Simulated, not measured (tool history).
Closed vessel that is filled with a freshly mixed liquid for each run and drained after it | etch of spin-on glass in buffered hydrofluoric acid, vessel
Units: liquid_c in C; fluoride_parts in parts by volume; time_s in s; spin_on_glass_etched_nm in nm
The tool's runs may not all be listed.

run 1 hour=0 | liquid_c=25 fluoride_parts=14 time_s=35 | spin_on_glass_etched_nm=87.612
run 2 hour=5.2 | liquid_c=25 fluoride_parts=11.5 time_s=35 | spin_on_glass_etched_nm=106.14
run 3 hour=9.6 | liquid_c=23 fluoride_parts=12 time_s=35 | spin_on_glass_etched_nm=91.514
run 4 hour=17.2 | liquid_c=24.5 fluoride_parts=12 time_s=35 | spin_on_glass_etched_nm=99.42
run 5 hour=22 | liquid_c=23 fluoride_parts=12 time_s=35 | spin_on_glass_etched_nm=90.92
run 6 hour=25.9 | liquid_c=23 fluoride_parts=12 time_s=30 | spin_on_glass_etched_nm=78.41
run 7 hour=29.4 | liquid_c=22.5 fluoride_parts=12 time_s=30 | spin_on_glass_etched_nm=76.214
run 8 hour=35 | liquid_c=22 fluoride_parts=12 time_s=30 | spin_on_glass_etched_nm=74.025
run 9 hour=38 | liquid_c=21.5 fluoride_parts=12 time_s=30 | spin_on_glass_etched_nm=72.079
run 10 hour=44.8 | liquid_c=21.5 fluoride_parts=12 time_s=30 | spin_on_glass_etched_nm=72.248
run 11 hour=50.1 | liquid_c=21 fluoride_parts=12 time_s=30 | spin_on_glass_etched_nm=70.256
run 12 hour=51.8 | liquid_c=20.5 fluoride_parts=12 time_s=30 | spin_on_glass_etched_nm=67.95

Run 13 comes next. What will it give?
run 13 hour=56 | liquid_c=20 fluoride_parts=12 time_s=30 | spin_on_glass_etched_nm=?

spin_on_glass_etched_nm: 66.388 nm
